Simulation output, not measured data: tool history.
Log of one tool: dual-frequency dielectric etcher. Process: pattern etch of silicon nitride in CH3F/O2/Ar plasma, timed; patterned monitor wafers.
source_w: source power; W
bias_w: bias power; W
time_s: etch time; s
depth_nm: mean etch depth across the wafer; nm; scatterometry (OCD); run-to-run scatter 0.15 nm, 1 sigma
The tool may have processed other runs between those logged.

run,hour,source_w,bias_w,time_s,depth_nm
1,0,330,99,73.5,54.403
2,8.7,330,99,76.5,56.637
3,11.7,330,99,76.5,56.679
4,12.5,330,99,73.5,54.719
5,14.6,280,99,73.5,51.648
6,22.4,280,99,73.5,51.504
# hour 24.1: bias power generator calibrated
7,24.1,270,96,73.5,49.288
8,29.1,260,96,73.5,48.861

For run 9, what comes out?
9,30,250,95,73.5,?

depth_nm: 47.842 nm

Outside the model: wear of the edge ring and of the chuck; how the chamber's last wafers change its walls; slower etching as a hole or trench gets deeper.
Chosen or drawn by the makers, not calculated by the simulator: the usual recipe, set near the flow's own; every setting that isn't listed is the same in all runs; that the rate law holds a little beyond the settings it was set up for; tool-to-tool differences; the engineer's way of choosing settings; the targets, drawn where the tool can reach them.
